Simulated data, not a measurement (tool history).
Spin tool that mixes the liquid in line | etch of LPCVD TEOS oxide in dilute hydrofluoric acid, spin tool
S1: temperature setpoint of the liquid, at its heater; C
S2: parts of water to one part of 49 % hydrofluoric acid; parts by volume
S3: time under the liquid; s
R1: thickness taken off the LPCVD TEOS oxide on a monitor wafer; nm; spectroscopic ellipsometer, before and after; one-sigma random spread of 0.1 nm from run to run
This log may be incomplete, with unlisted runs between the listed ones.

| run | hour | S1 | S2 | S3 | R1 |
|---|---|---|---|---|---|
| 1 | 0 | 20 | 250 | 210 | 10.45 |
| 2 | 6.8 | 21 | 245 | 210 | 11.167 |
| 3 | 8.6 | 21 | 245 | 225 | 11.933 |
| 4 | 16.2 | 24.5 | 245 | 225 | 13.676 |
| 5 | 23.9 | 24.5 | 245 | 225 | 13.617 |
| 6 | 27.1 | 24.5 | 275 | 225 | 11.691 |
| 7 | 34.5 | 24.5 | 275 | 225 | 11.816 |

Run 8 is up next; what results do you expect?
| 8 | 39.2 | 25 | 270 | 225 | ? |

Run 8 produced R1 12.175 nm.
